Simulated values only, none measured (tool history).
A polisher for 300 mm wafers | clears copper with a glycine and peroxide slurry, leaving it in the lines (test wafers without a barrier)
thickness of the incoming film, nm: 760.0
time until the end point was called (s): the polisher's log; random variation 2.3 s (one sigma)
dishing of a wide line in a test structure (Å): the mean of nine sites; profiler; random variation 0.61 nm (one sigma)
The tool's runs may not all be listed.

| run | day | flow of slurry (ml/min) | pressure of the wafer on the pad (psi) | speed of the pad under the wafer (cm/s) | overpolish time after the end point (s) | time until the end point was called (s) | dishing of a wide line in a test structure (Å) |
|---|---|---|---|---|---|---|---|
| 1 | 0.000 | 315 | 2.9 | 114 | 28 | 112.43 | 979.02 |
| 2 | 0.167 | 285 | 2.5 | 120 | 23 | 119.95 | 786.10 |
| 3 | 0.338 | 285 | 2.5 | 136 | 23 | 108.93 | 882.68 |
| 4 | 0.429 | 225 | 2.5 | 136 | 23 | 113.12 | 872.93 |
| 5 | 0.679 | 285 | 2.2 | 130 | 20 | 123.00 | 696.44 |
| 6 | 0.804 | 285 | 2.2 | 144 | 20 | 113.79 | 750.81 |
| 7 | 1.079 | 330 | 2.0 | 142 | 17 | 122.70 | 631.04 |

The next listed run, before its measurement:
| 8 | 1.312 | 365 | 1.8 | 142 | 15 | ? | ? |

time until the end point was called (s): 136.30
dishing of a wide line in a test structure (Å): 516.06
